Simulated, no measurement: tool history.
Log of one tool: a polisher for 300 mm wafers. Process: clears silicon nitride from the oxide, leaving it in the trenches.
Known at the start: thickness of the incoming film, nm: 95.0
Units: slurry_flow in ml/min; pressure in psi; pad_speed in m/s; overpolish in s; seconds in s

run 1 hour=0 | slurry_flow=295 pressure=2.5 pad_speed=1.24 overpolish=48 | seconds=86.444
run 2 hour=1.7 | slurry_flow=295 pressure=2.3 pad_speed=1.22 overpolish=48 | seconds=92.327
run 3 hour=4.3 | slurry_flow=295 pressure=2.3 pad_speed=1.22 overpolish=48 | seconds=94.211
run 4 hour=5.5 | slurry_flow=330 pressure=2.3 pad_speed=1.22 overpolish=48 | seconds=91.973
run 5 hour=10.1 | slurry_flow=330 pressure=2.3 pad_speed=1.42 overpolish=48 | seconds=80.793
run 6 hour=11.8 | slurry_flow=330 pressure=2.3 pad_speed=1.42 overpolish=51 | seconds=79.928

Run 7 comes next. What will it give?
run 7 hour=15.8 | slurry_flow=330 pressure=2.1 pad_speed=1.36 overpolish=51 | seconds=?

Run 7 gave seconds 91.578 s.
